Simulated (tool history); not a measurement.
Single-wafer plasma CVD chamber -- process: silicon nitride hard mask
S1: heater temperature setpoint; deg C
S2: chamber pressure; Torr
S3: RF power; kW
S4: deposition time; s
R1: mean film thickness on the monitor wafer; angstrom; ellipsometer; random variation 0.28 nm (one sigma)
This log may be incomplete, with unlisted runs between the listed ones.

Run 1, day 0: S1 380 deg C, S2 2.09 Torr, S3 0.325 kW, S4 40.2 s. Result: R1 555.49 angstrom.
Run 2, day 0.279: S1 380 deg C, S2 1.95 Torr, S3 0.32 kW, S4 40.2 s. Result: R1 543.8 angstrom.
Run 3, day 0.392: S1 389 deg C, S2 1.95 Torr, S3 0.32 kW, S4 40.2 s. Result: R1 537.73 angstrom.
Run 4, day 0.754: S1 389 deg C, S2 1.85 Torr, S3 0.315 kW, S4 40.2 s. Result: R1 531.99 angstrom.
Run 5, day 0.796: S1 389 deg C, S2 1.85 Torr, S3 0.35 kW, S4 40.2 s. Result: R1 566.81 angstrom.
Run 6, day 0.85: S1 389 deg C, S2 1.85 Torr, S3 0.35 kW, S4 40.2 s. Result: R1 568.89 angstrom.
At day 1.225: capacitance manometer re-zeroed and calibrated.
Run 7, day 1.225: S1 389 deg C, S2 1.76 Torr, S3 0.34 kW, S4 40.2 s. Result: R1 557.77 angstrom.
Run 8, day 1.296: S1 389 deg C, S2 1.76 Torr, S3 0.34 kW, S4 40.2 s. Result: R1 568.88 angstrom.
Run 9, day 1.517: S1 390 deg C, S2 1.88 Torr, S3 0.33 kW, S4 40.2 s. Result: R1 565.59 angstrom.
Run 10, day 1.775: S1 385 deg C, S2 1.8 Torr, S3 0.33 kW, S4 40.2 s. Result: R1 557.97 angstrom.

What will run 11 give?
Run 11, day 2.083: S1 386 deg C, S2 1.82 Torr, S3 0.315 kW, S4 40.2 s. Result: R1 ?.

{"run 11": {"R1": 536.52}}
